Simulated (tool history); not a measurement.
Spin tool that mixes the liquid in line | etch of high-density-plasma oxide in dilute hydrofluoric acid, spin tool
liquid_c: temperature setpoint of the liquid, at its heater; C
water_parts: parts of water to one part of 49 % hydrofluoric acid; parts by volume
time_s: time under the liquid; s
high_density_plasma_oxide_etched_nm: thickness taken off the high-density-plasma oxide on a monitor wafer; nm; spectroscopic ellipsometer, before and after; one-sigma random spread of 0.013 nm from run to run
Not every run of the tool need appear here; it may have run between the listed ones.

run    day  liquid_c  water_parts  time_s  high_density_plasma_oxide_etched_nm
  1  0.000      23.0          175      95                               3.9163
  2  0.212      22.0          180      95                               3.6147
  3  0.575      22.0          180      75                               2.8675
  4  0.750      21.5          180      75                               2.8097
  5  1.079      21.5          180      75                               2.8029
  6  1.412      21.5          180      95                               3.5582
  7  1.696      21.0          185      95                               3.4002

Forecast run 8:
  8  1.862      20.5          190      95                                    ?

high_density_plasma_oxide_etched_nm: 3.2201 nm
